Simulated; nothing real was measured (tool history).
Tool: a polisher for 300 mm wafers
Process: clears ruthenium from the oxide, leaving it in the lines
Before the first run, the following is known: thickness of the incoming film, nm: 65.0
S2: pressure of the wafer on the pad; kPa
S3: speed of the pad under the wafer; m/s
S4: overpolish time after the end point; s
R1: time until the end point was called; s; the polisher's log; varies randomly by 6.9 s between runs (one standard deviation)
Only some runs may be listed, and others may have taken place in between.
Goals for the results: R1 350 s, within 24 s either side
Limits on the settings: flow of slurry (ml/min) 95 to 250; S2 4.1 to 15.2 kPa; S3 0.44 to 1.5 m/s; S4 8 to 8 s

run 1 day=0 | flow_of_slurry_(ml/min)=160 S2=9.7 S3=0.96 S4=8 | R1=104.66
run 2 day=0.079 | flow_of_slurry_(ml/min)=160 S2=7.6 S3=0.96 S4=8 | R1=134.06
run 3 day=0.342 | flow_of_slurry_(ml/min)=175 S2=7.6 S3=0.96 S4=8 | R1=134.62
run 4 day=0.717 | flow_of_slurry_(ml/min)=175 S2=6.9 S3=0.9 S4=8 | R1=156.56
run 5 day=0.871 | flow_of_slurry_(ml/min)=175 S2=6.2 S3=0.84 S4=8 | R1=183.4
run 6 day=1.138 | flow_of_slurry_(ml/min)=175 S2=6.2 S3=0.8 S4=8 | R1=188.34
run 7 day=1.446 | flow_of_slurry_(ml/min)=130 S2=4.1 S3=0.52 S4=8 | R1=444.64
run 8 day=1.483 | flow_of_slurry_(ml/min)=135 S2=4.1 S3=0.52 S4=8 | R1=435.03
run 9 day=1.512 | flow_of_slurry_(ml/min)=140 S2=4.1 S3=0.52 S4=8 | R1=419.72
run 10 day=1.825 | flow_of_slurry_(ml/min)=145 S2=4.1 S3=0.52 S4=8 | R1=426.07
run 11 day=2.088 | flow_of_slurry_(ml/min)=145 S2=4.1 S3=0.52 S4=8 | R1=434.27
run 12 day=2.267 | flow_of_slurry_(ml/min)=145 S2=6.2 S3=0.56 S4=8 | R1=279.36
run 13 day=2.3 | flow_of_slurry_(ml/min)=140 S2=6.2 S3=0.56 S4=8 | R1=277.01
run 14 day=2.35 | flow_of_slurry_(ml/min)=135 S2=6.2 S3=0.56 S4=8 | R1=271.87
run 15 day=2.717 | flow_of_slurry_(ml/min)=135 S2=4.1 S3=0.5 S4=8 | R1=449.45

Exercise: of the 4 proposed moves below, exactly one satisfies all targets within the stated allowed misses. Which move is it?
run A day=3.083 | flow_of_slurry_(ml/min)=155 S2=4.1 S3=0.78 S4=8 | R1=?
run B day=3.083 | flow_of_slurry_(ml/min)=170 S2=4.1 S3=0.56 S4=8 | R1=?
run C day=3.083 | flow_of_slurry_(ml/min)=115 S2=4.1 S3=0.46 S4=8 | R1=?
run D day=3.083 | flow_of_slurry_(ml/min)=150 S2=5.5 S3=0.5 S4=8 | R1=?

move=A R1=290.78
move=B R1=394.36
move=C R1=502.78
move=D R1=340.62
A: pushes the last run's worst result past its target
B: nearer than the last run, and not there yet
C: its largest miss is bigger than the last run's
D: all results land within tolerance of their targets
So the answer is move D, the one that meets all the targets.

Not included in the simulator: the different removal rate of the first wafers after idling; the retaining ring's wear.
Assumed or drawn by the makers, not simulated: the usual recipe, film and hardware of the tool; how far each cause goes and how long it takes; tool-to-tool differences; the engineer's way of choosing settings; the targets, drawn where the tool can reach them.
